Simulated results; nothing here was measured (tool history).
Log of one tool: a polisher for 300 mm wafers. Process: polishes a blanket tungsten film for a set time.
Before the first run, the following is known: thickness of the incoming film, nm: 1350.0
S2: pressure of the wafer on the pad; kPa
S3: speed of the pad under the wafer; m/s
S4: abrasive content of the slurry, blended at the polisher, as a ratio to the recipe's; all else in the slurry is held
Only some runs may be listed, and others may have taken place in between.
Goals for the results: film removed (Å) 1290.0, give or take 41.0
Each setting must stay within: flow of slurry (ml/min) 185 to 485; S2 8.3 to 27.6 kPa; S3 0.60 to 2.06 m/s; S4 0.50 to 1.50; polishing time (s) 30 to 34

{"run": 1, "day": 0.0, "flow of slurry (ml/min)": 310, "S2": 17.9, "S3": 1.32, "S4": 1.0, "polishing time (s)": 34, "film removed (Å)": 1490.4}
{"run": 2, "day": 0.121, "flow of slurry (ml/min)": 370, "S2": 17.9, "S3": 1.32, "S4": 1.0, "polishing time (s)": 34, "film removed (Å)": 1487.7}
{"run": 3, "day": 0.208, "flow of slurry (ml/min)": 370, "S2": 20.7, "S3": 1.32, "S4": 1.0, "polishing time (s)": 34, "film removed (Å)": 1699.9}
{"run": 4, "day": 0.312, "flow of slurry (ml/min)": 370, "S2": 20.7, "S3": 1.32, "S4": 1.2, "polishing time (s)": 34, "film removed (Å)": 1757.7}
{"run": 5, "day": 0.625, "flow of slurry (ml/min)": 370, "S2": 19.3, "S3": 1.32, "S4": 1.2, "polishing time (s)": 34, "film removed (Å)": 1650.2}
{"run": 6, "day": 0.8, "flow of slurry (ml/min)": 370, "S2": 17.9, "S3": 1.32, "S4": 1.2, "polishing time (s)": 34, "film removed (Å)": 1553.1}
{"run": 7, "day": 0.979, "flow of slurry (ml/min)": 370, "S2": 17.2, "S3": 1.32, "S4": 1.2, "polishing time (s)": 34, "film removed (Å)": 1508.6}
{"run": 8, "day": 1.312, "flow of slurry (ml/min)": 365, "S2": 13.8, "S3": 1.32, "S4": 1.2, "polishing time (s)": 34, "film removed (Å)": 1215.2}

Consider the 5 candidate settings below. Which is the only one whose results all fall within their allowed miss of target?
{"run": "A", "day": 1.646, "flow of slurry (ml/min)": 365, "S2": 10.3, "S3": 1.54, "S4": 1.2, "polishing time (s)": 34, "film removed (Å)": "?"}
{"run": "B", "day": 1.646, "flow of slurry (ml/min)": 485, "S2": 13.8, "S3": 1.52, "S4": 0.8, "polishing time (s)": 33, "film removed (Å)": "?"}
{"run": "C", "day": 1.646, "flow of slurry (ml/min)": 350, "S2": 14.5, "S3": 1.18, "S4": 1.25, "polishing time (s)": 32, "film removed (Å)": "?"}
{"run": "D", "day": 1.646, "flow of slurry (ml/min)": 360, "S2": 12.4, "S3": 1.34, "S4": 1.25, "polishing time (s)": 32, "film removed (Å)": "?"}
{"run": "E", "day": 1.646, "flow of slurry (ml/min)": 370, "S2": 12.4, "S3": 1.42, "S4": 1.2, "polishing time (s)": 31, "film removed (Å)": "?"}

move=A film_removed_(Å)=1125.2
move=B film_removed_(Å)=1308.6
move=C film_removed_(Å)=1101.2
move=D film_removed_(Å)=1089.5
move=E film_removed_(Å)=1109.9
A: the biggest miss grows against the last run
B: every result within its allowed miss
C: the biggest miss grows against the last run
D: the biggest miss grows against the last run
E: the biggest miss grows against the last run
Correct choice: B, which meets every target
